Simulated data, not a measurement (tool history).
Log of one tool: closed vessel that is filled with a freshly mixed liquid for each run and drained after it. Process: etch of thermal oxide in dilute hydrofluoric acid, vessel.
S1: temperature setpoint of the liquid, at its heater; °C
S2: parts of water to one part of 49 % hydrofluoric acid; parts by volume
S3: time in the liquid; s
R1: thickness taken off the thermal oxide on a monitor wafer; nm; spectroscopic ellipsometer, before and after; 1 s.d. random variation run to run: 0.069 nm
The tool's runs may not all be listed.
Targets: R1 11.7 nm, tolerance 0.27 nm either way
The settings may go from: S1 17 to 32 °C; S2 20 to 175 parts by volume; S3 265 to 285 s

run  hour    S1   S2   S3      R1
  1     0    24   95  265  13.271
  2   5.4  23.5   95  265  13.067
  3   6.9    20   95  265  11.256
  4    11    20  115  265  9.0879
  5  17.3    20  115  265  9.0767
  6  24.5    21  115  265  9.5808
  7  26.3    22  115  265  9.8319
  8    30    23  115  265  10.357
  9  31.2  23.5  115  265  10.485
 10  33.3    24  115  265   10.66
 11    41  24.5  115  265   10.97
 12  44.7    25  115  265  11.203

Below are 4 possible settings for the next run. Only one of them brings all results inside the allowed miss of their targets. Which is it?
  A  48.4  23  110  285   ?
  B  48.4  22   95  265   ?
  C  48.4  26  110  270   ?
  D  48.4  26  115  280   ?

move      R1
   A  11.602
   B  12.214
   C  12.361
   D  12.184
A: every result within its allowed miss
B: pushes the last run's worst result past its target
C: pushes the last run's worst result past its target
D: pushes the last run's worst result past its target
The move that meets every target is A.
